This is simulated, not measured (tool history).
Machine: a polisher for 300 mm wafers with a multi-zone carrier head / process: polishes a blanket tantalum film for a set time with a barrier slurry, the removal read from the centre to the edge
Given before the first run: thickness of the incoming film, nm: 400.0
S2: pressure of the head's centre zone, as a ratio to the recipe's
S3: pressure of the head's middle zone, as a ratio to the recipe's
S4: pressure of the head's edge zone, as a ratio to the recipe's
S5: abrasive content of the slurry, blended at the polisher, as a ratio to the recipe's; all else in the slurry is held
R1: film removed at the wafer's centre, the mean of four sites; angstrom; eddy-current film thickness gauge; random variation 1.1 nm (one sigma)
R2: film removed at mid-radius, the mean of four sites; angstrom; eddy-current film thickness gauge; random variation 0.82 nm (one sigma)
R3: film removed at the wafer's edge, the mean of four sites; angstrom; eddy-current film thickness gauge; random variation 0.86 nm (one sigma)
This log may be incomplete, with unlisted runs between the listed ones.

Run 1, hour 0.0: flow of slurry (ml/min) 125, S2 1.00, S3 1.00, S4 1.00, S5 1.00, polishing time (s) 85. Result: R1 814.14 angstrom, R2 849.40 angstrom, R3 823.28 angstrom.
Run 2, hour 8.3: flow of slurry (ml/min) 125, S2 1.00, S3 0.94, S4 1.00, S5 1.00, polishing time (s) 85. Result: R1 809.05 angstrom, R2 797.54 angstrom, R3 832.67 angstrom.
Run 3, hour 9.4: flow of slurry (ml/min) 135, S2 1.03, S3 0.96, S4 1.04, S5 1.15, polishing time (s) 87. Result: R1 892.71 angstrom, R2 870.99 angstrom, R3 904.78 angstrom.
Run 4, hour 14.7: flow of slurry (ml/min) 135, S2 1.03, S3 0.96, S4 1.04, S5 1.15, polishing time (s) 74. Result: R1 766.47 angstrom, R2 738.51 angstrom, R3 768.70 angstrom.
Run 5, hour 17.4: flow of slurry (ml/min) 135, S2 1.03, S3 0.96, S4 1.09, S5 1.15, polishing time (s) 74. Result: R1 749.48 angstrom, R2 750.82 angstrom, R3 802.17 angstrom.
Run 6, hour 20.5: flow of slurry (ml/min) 135, S2 1.03, S3 0.96, S4 1.01, S5 1.15, polishing time (s) 74. Result: R1 753.26 angstrom, R2 734.84 angstrom, R3 748.31 angstrom.
Run 7, hour 29.0: flow of slurry (ml/min) 145, S2 1.06, S3 0.99, S4 1.05, S5 1.25, polishing time (s) 80. Result: R1 886.05 angstrom, R2 850.50 angstrom, R3 860.86 angstrom.
Run 8, hour 30.3: flow of slurry (ml/min) 150, S2 1.08, S3 1.01, S4 1.08, S5 1.30, polishing time (s) 83. Result: R1 949.87 angstrom, R2 909.97 angstrom, R3 929.96 angstrom.
Run 9, hour 35.8: flow of slurry (ml/min) 160, S2 1.10, S3 1.04, S4 1.10, S5 1.35, polishing time (s) 85. Result: R1 984.15 angstrom, R2 975.67 angstrom, R3 960.62 angstrom.
Run 10, hour 39.0: flow of slurry (ml/min) 165, S2 1.12, S3 1.05, S4 1.12, S5 1.40, polishing time (s) 88. Result: R1 1055.30 angstrom, R2 1014.30 angstrom, R3 1013.90 angstrom.
Run 11, hour 45.8: flow of slurry (ml/min) 170, S2 1.13, S3 1.06, S4 1.13, S5 1.45, polishing time (s) 91. Result: R1 1109.10 angstrom, R2 1079.70 angstrom, R3 1073.00 angstrom.
Run 12, hour 48.1: flow of slurry (ml/min) 175, S2 1.14, S3 1.07, S4 1.14, S5 1.45, polishing time (s) 93. Result: R1 1154.30 angstrom, R2 1108.20 angstrom, R3 1086.40 angstrom.
Run 13, hour 52.6: flow of slurry (ml/min) 175, S2 1.14, S3 1.07, S4 1.15, S5 1.45, polishing time (s) 95. Result: R1 1203.90 angstrom, R2 1141.10 angstrom, R3 1120.30 angstrom.
Run 14, hour 56.9: flow of slurry (ml/min) 180, S2 1.14, S3 1.07, S4 1.16, S5 1.45, polishing time (s) 96. Result: R1 1207.50 angstrom, R2 1163.50 angstrom, R3 1153.00 angstrom.

Run 15 has not been measured yet. What should we expect?
Run 15, hour 58.0: flow of slurry (ml/min) 180, S2 1.14, S3 1.07, S4 1.16, S5 1.45, polishing time (s) 96. Result: R1 ?, R2 ?, R3 ?.

Run 15 yielded R1 1227.00 angstrom, R2 1164.60 angstrom, R3 1157.50 angstrom.

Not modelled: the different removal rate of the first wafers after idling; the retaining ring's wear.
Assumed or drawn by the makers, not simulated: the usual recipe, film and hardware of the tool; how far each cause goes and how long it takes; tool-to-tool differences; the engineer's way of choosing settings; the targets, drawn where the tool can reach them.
